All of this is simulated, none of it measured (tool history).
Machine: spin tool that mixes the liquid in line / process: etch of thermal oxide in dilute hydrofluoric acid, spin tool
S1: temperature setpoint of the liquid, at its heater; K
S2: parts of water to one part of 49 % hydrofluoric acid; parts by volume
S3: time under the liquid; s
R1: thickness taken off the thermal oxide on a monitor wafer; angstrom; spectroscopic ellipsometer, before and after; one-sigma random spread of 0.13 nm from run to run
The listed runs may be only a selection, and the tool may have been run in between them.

run	day	S1	S2	S3	R1
1	0	298.15	90	315	168.6
2	0.175	299.15	90	315	176.13
3	0.292	299.15	65	315	252.64
4	0.346	299.15	80	315	202.94
5	0.508	296.15	80	315	180.91
6	0.871	299.15	80	315	203.08
7	1.033	296.15	80	315	179.11
8	1.208	292.15	85	315	142.28

For run 9, what comes out?
9	1.438	291.65	85	315	?

R1: 140.67 angstrom

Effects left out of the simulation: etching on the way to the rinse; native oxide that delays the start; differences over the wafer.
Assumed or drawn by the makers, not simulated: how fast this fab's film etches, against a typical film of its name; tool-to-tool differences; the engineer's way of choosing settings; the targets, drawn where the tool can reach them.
